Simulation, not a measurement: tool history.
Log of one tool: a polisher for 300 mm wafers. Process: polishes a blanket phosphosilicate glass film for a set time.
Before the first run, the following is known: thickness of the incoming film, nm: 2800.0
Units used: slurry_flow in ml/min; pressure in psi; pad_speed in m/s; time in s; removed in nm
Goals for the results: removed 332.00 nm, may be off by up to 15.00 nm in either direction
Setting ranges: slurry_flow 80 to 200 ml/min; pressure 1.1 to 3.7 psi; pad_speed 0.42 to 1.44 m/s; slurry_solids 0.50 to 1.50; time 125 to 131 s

run,hour,slurry_flow,pressure,pad_speed,slurry_solids,time,removed
1,0.0,130,2.4,0.92,1.00,125,718.54
2,7.4,105,2.4,0.92,1.00,125,675.06
3,10.9,105,2.4,1.08,1.00,125,731.96
4,18.1,105,2.8,1.08,1.00,125,878.15
5,23.5,80,2.8,1.08,1.00,125,786.43
6,25.4,80,2.4,1.00,1.00,125,669.13
7,30.9,80,2.1,0.90,0.95,125,529.88
8,32.4,80,1.5,0.80,0.95,125,360.07

Exactly one of the 5 candidate moves below puts every result within its allowed miss. Which one?
A,33.9,80,1.3,0.84,0.95,126,?
B,33.9,90,1.8,0.76,0.85,126,?
C,33.9,100,1.6,0.66,0.95,126,?
D,33.9,95,1.4,0.94,0.85,131,?
E,33.9,85,1.4,0.96,1.05,131,?

move,removed
A,327.48
B,405.90
C,365.29
D,391.73
E,423.31
A: all results land within tolerance of their targets
B: misses by more than the last run did
C: misses by more than the last run did
D: misses by more than the last run did
E: misses by more than the last run did
A meets every target.
